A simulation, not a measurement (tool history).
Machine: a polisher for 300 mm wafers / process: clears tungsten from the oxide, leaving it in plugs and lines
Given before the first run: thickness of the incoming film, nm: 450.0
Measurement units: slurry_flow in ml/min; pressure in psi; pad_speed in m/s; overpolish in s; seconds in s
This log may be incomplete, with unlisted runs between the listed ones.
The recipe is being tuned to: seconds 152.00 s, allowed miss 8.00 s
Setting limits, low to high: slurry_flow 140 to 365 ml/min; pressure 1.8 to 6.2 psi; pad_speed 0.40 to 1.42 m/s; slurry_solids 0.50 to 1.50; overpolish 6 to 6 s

run 1 hour=0.0 | slurry_flow=235 pressure=4.0 pad_speed=0.90 slurry_solids=1.00 overpolish=6 | seconds=112.31
run 2 hour=8.6 | slurry_flow=235 pressure=4.0 pad_speed=0.90 slurry_solids=1.00 overpolish=6 | seconds=116.95
run 3 hour=15.9 | slurry_flow=190 pressure=4.0 pad_speed=0.90 slurry_solids=1.00 overpolish=6 | seconds=116.71
run 4 hour=19.1 | slurry_flow=190 pressure=3.8 pad_speed=0.90 slurry_solids=1.00 overpolish=6 | seconds=120.32
run 5 hour=21.8 | slurry_flow=190 pressure=3.8 pad_speed=0.90 slurry_solids=1.00 overpolish=6 | seconds=123.71
run 6 hour=22.4 | slurry_flow=190 pressure=3.7 pad_speed=0.90 slurry_solids=1.00 overpolish=6 | seconds=125.48
run 7 hour=24.1 | slurry_flow=190 pressure=3.6 pad_speed=0.90 slurry_solids=1.00 overpolish=6 | seconds=126.66
run 8 hour=25.9 | slurry_flow=190 pressure=3.5 pad_speed=0.90 slurry_solids=1.00 overpolish=6 | seconds=129.33
run 9 hour=33.4 | slurry_flow=190 pressure=3.4 pad_speed=0.90 slurry_solids=1.00 overpolish=6 | seconds=139.29

4 candidate next runs follow, results not yet known. Just one meets every target within its allowed miss. Identify it.
run A hour=40.9 | slurry_flow=190 pressure=3.9 pad_speed=0.84 slurry_solids=0.90 overpolish=6 | seconds=?
run B hour=40.9 | slurry_flow=140 pressure=3.1 pad_speed=0.86 slurry_solids=1.20 overpolish=6 | seconds=?
run C hour=40.9 | slurry_flow=195 pressure=3.4 pad_speed=0.94 slurry_solids=0.85 overpolish=6 | seconds=?
run D hour=40.9 | slurry_flow=195 pressure=2.9 pad_speed=0.84 slurry_solids=0.85 overpolish=6 | seconds=?

move=A seconds=130.28
move=B seconds=150.46
move=C seconds=135.41
move=D seconds=175.72
A: further off than the last run
B: all results in spec
C: further off than the last run
D: carries the result that was furthest off beyond its target, to the other side
The move that meets every target is B.

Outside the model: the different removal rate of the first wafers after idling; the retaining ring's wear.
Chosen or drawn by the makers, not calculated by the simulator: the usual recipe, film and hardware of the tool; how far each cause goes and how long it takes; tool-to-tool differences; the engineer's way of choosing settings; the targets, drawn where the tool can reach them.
